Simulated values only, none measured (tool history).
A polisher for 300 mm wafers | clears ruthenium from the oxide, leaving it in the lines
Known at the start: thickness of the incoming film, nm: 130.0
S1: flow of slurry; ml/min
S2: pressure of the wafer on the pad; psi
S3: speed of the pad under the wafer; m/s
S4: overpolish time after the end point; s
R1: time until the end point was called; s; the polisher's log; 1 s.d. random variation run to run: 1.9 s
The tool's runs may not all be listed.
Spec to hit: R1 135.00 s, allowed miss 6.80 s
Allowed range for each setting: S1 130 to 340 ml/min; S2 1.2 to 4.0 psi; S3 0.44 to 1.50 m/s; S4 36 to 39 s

run	hour	S1	S2	S3	S4	R1
1	0.0	220	2.6	0.96	36	100.29
2	7.2	220	2.4	0.96	36	109.20
3	11.4	220	2.4	0.86	36	120.27
4	12.1	220	2.4	0.64	36	157.97
5	17.2	220	2.5	0.64	36	157.76
6	19.9	220	2.5	0.64	39	155.03
7	20.5	220	2.6	0.64	39	146.99
8	27.5	220	2.7	0.64	39	140.91

Of the 4 settings listed for the next run, only one would bring every result within its allowed miss of target. Which one?
A	34.5	260	2.7	0.66	38	?
B	34.5	165	1.9	0.88	38	?
C	34.5	215	2.8	0.58	39	?
D	34.5	195	3.3	0.50	39	?

move	R1
A	136.00
B	152.61
C	151.48
D	150.27
A: every result within its allowed miss
B: misses by more than the last run did
C: misses by more than the last run did
D: misses by more than the last run did
The right move is A.

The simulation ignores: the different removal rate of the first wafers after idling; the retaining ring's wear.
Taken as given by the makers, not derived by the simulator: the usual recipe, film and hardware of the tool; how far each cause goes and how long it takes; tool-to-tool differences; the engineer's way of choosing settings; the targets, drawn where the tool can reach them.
